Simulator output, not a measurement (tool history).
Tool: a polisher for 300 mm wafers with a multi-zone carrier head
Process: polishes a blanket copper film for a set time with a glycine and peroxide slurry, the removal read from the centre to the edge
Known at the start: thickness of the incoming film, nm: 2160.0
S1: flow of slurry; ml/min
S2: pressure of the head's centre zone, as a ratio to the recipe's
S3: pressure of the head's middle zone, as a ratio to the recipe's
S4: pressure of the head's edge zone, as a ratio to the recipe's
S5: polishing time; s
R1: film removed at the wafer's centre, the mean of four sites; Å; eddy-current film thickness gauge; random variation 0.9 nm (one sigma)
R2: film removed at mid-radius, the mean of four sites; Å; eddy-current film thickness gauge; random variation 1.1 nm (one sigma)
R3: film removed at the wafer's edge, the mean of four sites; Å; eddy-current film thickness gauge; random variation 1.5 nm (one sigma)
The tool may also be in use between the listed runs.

run 1 hour=0 | S1=225 S2=1 S3=1 S4=1 S5=34 | R1=1036.5 R2=1032.3 R3=1089.7
run 2 hour=1 | S1=225 S2=1 S3=1 S4=0.93 S5=34 | R1=1042.1 R2=1046.9 R3=1055.7
run 3 hour=8.5 | S1=225 S2=1 S3=1 S4=0.93 S5=27 | R1=831.94 R2=828.53 R3=849.93
run 4 hour=14.8 | S1=190 S2=1 S3=1 S4=0.93 S5=27 | R1=806.8 R2=807.06 R3=826.23
run 5 hour=16 | S1=190 S2=1 S3=1 S4=0.93 S5=20 | R1=605.88 R2=594.04 R3=601.42
run 6 hour=23.3 | S1=200 S2=1 S3=1 S4=0.94 S5=22 | R1=661.47 R2=657.97 R3=666.99
run 7 hour=28.8 | S1=210 S2=1 S3=1 S4=0.95 S5=24 | R1=723.95 R2=722.87 R3=750.6
run 8 hour=35.1 | S1=275 S2=1.1 S3=1.1 S4=1.05 S5=34 | R1=1176.8 R2=1157.3 R3=1126.4
run 9 hour=41.9 | S1=280 S2=1.09 S3=1.1 S4=1.06 S5=34 | R1=1174.7 R2=1140.4 R3=1125.5
run 10 hour=50 | S1=280 S2=1.08 S3=1.1 S4=1.07 S5=34 | R1=1167.7 R2=1168.3 R3=1140.3
run 11 hour=51.8 | S1=285 S2=1.07 S3=1.1 S4=1.08 S5=34 | R1=1147.1 R2=1167.2 R3=1135.7

Forecast run 12:
run 12 hour=54.7 | S1=285 S2=1.06 S3=1.1 S4=1.09 S5=34 | R1=? R2=? R3=?

Run 12 gave R1 1138 Å, R2 1151.6 Å, R3 1142.4 Å.
